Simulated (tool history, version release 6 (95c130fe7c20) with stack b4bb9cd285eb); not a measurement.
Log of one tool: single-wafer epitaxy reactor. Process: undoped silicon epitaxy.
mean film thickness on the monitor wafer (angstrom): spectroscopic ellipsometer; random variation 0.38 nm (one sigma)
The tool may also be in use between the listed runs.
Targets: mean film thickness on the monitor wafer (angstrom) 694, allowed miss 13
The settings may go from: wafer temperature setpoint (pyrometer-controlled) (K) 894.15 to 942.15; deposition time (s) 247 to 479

run	hour	wafer temperature setpoint (pyrometer-controlled) (K)	deposition time (s)	mean film thickness on the monitor wafer (angstrom)
1	0	918.15	363	550.56
2	3	920.15	363	582.67
3	10.2	930.15	363	744.77
4	17.1	936.15	363	859.21
5	24.8	936.15	339	806.25
6	29.5	936.15	361	866.4
7	36.1	934.15	361	812.74
8	40	934.15	361	810.25
9	43.2	933.15	361	793.21
10	51.8	932.15	361	777.23
11	59.5	931.15	361	754.06
12	66.1	930.15	361	731.94
13	71.7	929.15	361	719.7

4 next moves are on the table. One of them brings every result within its allowed miss. Which?
A	77.3	929.15	345	?
B	77.3	937.15	318	?
C	77.3	934.15	336	?
D	77.3	930.15	361	?

move	mean film thickness on the monitor wafer (angstrom)
A	692.06
B	774.16
C	761.03
D	742.04
A: meets every target
B: further off than the last run
C: further off than the last run
D: further off than the last run
Move A is the one to make.
